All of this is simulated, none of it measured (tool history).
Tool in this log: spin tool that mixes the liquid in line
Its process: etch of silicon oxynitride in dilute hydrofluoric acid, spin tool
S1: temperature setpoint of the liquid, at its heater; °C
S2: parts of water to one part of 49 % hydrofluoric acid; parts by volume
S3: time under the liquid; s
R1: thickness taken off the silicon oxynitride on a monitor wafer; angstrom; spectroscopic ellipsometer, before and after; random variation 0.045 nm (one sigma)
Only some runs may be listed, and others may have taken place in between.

Run 1, hour 0: S1 22 °C, S2 155 parts by volume, S3 275 s. Result: R1 27.937 angstrom.
Run 2, hour 8.6: S1 21 °C, S2 160 parts by volume, S3 275 s. Result: R1 24.448 angstrom.
Run 3, hour 14.2: S1 20.5 °C, S2 160 parts by volume, S3 275 s. Result: R1 25.279 angstrom.
Run 4, hour 22.1: S1 22.5 °C, S2 160 parts by volume, S3 275 s. Result: R1 27.213 angstrom.
Run 5, hour 22.9: S1 20.5 °C, S2 160 parts by volume, S3 275 s. Result: R1 23.501 angstrom.
Run 6, hour 28.8: S1 20 °C, S2 160 parts by volume, S3 275 s. Result: R1 23.341 angstrom.

Run 7 is up next; what results do you expect?
Run 7, hour 33.3: S1 19.5 °C, S2 160 parts by volume, S3 275 s. Result: R1 ?.

{"run 7": {"R1": 23.524}}
